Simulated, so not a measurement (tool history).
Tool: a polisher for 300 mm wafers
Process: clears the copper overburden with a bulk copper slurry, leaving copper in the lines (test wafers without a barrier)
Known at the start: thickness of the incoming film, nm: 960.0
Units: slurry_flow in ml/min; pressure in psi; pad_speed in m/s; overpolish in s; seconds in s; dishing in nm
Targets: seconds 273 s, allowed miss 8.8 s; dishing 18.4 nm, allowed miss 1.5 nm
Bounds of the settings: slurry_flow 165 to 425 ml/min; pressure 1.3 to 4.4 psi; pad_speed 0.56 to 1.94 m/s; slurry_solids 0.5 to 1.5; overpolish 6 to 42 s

run 1 hour=0 | slurry_flow=275 pressure=2.8 pad_speed=1.24 slurry_solids=1 overpolish=21 | seconds=115.27 dishing=103.68
run 2 hour=2.3 | slurry_flow=275 pressure=2.4 pad_speed=1.12 slurry_solids=1 overpolish=17 | seconds=141.22 dishing=74.434
run 3 hour=4.5 | slurry_flow=285 pressure=2.1 pad_speed=0.98 slurry_solids=1.05 overpolish=14 | seconds=175.28 dishing=55.657
run 4 hour=6 | slurry_flow=320 pressure=1.9 pad_speed=0.88 slurry_solids=1.15 overpolish=12 | seconds=203.53 dishing=43.385
run 5 hour=14 | slurry_flow=355 pressure=1.9 pad_speed=0.88 slurry_solids=1.15 overpolish=12 | seconds=206.43 dishing=42.135
run 6 hour=22.3 | slurry_flow=375 pressure=1.7 pad_speed=0.84 slurry_solids=1.25 overpolish=10 | seconds=225.45 dishing=34.435
run 7 hour=24 | slurry_flow=390 pressure=1.6 pad_speed=0.8 slurry_solids=1.3 overpolish=9 | seconds=238.53 dishing=29.452
run 8 hour=28.1 | slurry_flow=400 pressure=1.5 pad_speed=0.78 slurry_solids=1.35 overpolish=8 | seconds=255.83 dishing=24.742
run 9 hour=34.6 | slurry_flow=405 pressure=1.4 pad_speed=0.78 slurry_solids=1.4 overpolish=7 | seconds=269.48 dishing=21.458
run 10 hour=42.2 | slurry_flow=410 pressure=1.4 pad_speed=0.78 slurry_solids=1.45 overpolish=7 | seconds=265.75 dishing=22.078
run 11 hour=50.5 | slurry_flow=365 pressure=1.6 pad_speed=0.88 slurry_solids=1.2 overpolish=6 | seconds=226.33 dishing=22.561
-- hour=53.6 head pressure recalibrated
run 12 hour=53.6 | slurry_flow=375 pressure=1.5 pad_speed=0.86 slurry_solids=1.15 overpolish=6 | seconds=232.86 dishing=21.39
run 13 hour=56.6 | slurry_flow=380 pressure=1.4 pad_speed=0.82 slurry_solids=1.15 overpolish=6 | seconds=251.67 dishing=18.653
run 14 hour=65.2 | slurry_flow=380 pressure=1.4 pad_speed=0.8 slurry_solids=1.15 overpolish=6 | seconds=261.34 dishing=19.575

4 next moves are on the table. One of them brings every result within its allowed miss. Which?
run A hour=73.8 | slurry_flow=340 pressure=1.9 pad_speed=0.56 slurry_solids=1.25 overpolish=8 | seconds=? dishing=?
run B hour=73.8 | slurry_flow=380 pressure=1.4 pad_speed=0.72 slurry_solids=1.5 overpolish=6 | seconds=? dishing=?
run C hour=73.8 | slurry_flow=320 pressure=1.6 pad_speed=0.74 slurry_solids=1.2 overpolish=7 | seconds=? dishing=?
run D hour=73.8 | slurry_flow=340 pressure=1.3 pad_speed=0.76 slurry_solids=1.25 overpolish=8 | seconds=? dishing=?

move=A seconds=293.74 dishing=23.269
move=B seconds=272.29 dishing=19.004
move=C seconds=259.89 dishing=22.931
move=D seconds=287.67 dishing=23.472
A: takes the result that was furthest off past its target
B: meets every target
C: further off than the last run
D: takes the result that was furthest off past its target
Answer: B
